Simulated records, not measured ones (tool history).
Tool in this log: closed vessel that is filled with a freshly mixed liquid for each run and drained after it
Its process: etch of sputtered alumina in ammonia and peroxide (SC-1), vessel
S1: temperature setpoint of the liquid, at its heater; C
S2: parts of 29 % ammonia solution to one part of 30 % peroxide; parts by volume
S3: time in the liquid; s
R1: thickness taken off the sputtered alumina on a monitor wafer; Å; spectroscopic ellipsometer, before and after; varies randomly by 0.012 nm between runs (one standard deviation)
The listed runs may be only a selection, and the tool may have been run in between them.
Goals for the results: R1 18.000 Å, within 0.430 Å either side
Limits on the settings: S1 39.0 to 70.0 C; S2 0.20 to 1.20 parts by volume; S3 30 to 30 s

{"run": 1, "hour": 0.0, "S1": 55.0, "S2": 0.8, "S3": 30, "R1": 36.61}
{"run": 2, "hour": 4.6, "S1": 52.0, "S2": 0.8, "S3": 30, "R1": 31.495}
{"run": 3, "hour": 12.6, "S1": 52.0, "S2": 0.8, "S3": 30, "R1": 31.664}
{"run": 4, "hour": 19.5, "S1": 52.0, "S2": 0.55, "S3": 30, "R1": 30.414}
{"run": 5, "hour": 20.6, "S1": 50.0, "S2": 0.55, "S3": 30, "R1": 27.384}
{"run": 6, "hour": 22.5, "S1": 48.5, "S2": 0.55, "S3": 30, "R1": 25.324}
{"run": 7, "hour": 27.5, "S1": 47.0, "S2": 0.55, "S3": 30, "R1": 23.449}
{"run": 8, "hour": 29.4, "S1": 46.0, "S2": 0.55, "S3": 30, "R1": 22.117}
{"run": 9, "hour": 31.0, "S1": 45.0, "S2": 0.55, "S3": 30, "R1": 20.632}
{"run": 10, "hour": 39.9, "S1": 44.5, "S2": 0.55, "S3": 30, "R1": 20.16}
{"run": 11, "hour": 46.6, "S1": 44.0, "S2": 0.55, "S3": 30, "R1": 19.69}
{"run": 12, "hour": 54.4, "S1": 42.0, "S2": 0.55, "S3": 30, "R1": 17.309}

Exactly one of the 4 candidate moves below puts every result within its allowed miss. Which one?
{"run": "A", "hour": 62.2, "S1": 43.5, "S2": 0.5, "S3": 30, "R1": "?"}
{"run": "B", "hour": 62.2, "S1": 43.5, "S2": 0.55, "S3": 30, "R1": "?"}
{"run": "C", "hour": 62.2, "S1": 43.0, "S2": 0.4, "S3": 30, "R1": "?"}
{"run": "D", "hour": 62.2, "S1": 43.0, "S2": 0.7, "S3": 30, "R1": "?"}

move=A R1=18.901
move=B R1=19.074
move=C R1=17.976
move=D R1=18.964
A: takes the result that was furthest off past its target
B: takes the result that was furthest off past its target
C: hits every target within its allowed miss
D: takes the result that was furthest off past its target
So the answer is move C, the one that meets all the targets.
